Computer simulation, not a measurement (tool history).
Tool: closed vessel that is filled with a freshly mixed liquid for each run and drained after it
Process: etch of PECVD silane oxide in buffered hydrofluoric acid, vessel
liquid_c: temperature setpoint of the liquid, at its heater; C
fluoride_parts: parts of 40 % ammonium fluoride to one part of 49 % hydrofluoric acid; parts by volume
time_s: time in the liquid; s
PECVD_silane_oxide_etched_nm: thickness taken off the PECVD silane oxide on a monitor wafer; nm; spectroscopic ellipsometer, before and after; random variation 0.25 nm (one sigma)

run  hour  liquid_c  fluoride_parts  time_s  PECVD_silane_oxide_etched_nm
  1     0        24              15      30                          30.1
  2   7.5        23              15      30                        28.085
  3  10.4      22.5              15      30                        27.714
  4  12.9      22.5            11.5      30                        35.494
  5  14.5      25.5            11.5      30                        42.389
  6    21      25.5              13      30                        36.979
  7    25      23.5              13      30                         34.33
  8  30.2        22              13      30                        30.801
  9  36.2        21              13      30                        29.413
 10  41.1      20.5              13      30                        27.832
 11    43        20              13      30                        27.409

Forecast run 12:
 12  52.3        20              13      30                             ?

Run 12 gave PECVD_silane_oxide_etched_nm 27.592 nm.

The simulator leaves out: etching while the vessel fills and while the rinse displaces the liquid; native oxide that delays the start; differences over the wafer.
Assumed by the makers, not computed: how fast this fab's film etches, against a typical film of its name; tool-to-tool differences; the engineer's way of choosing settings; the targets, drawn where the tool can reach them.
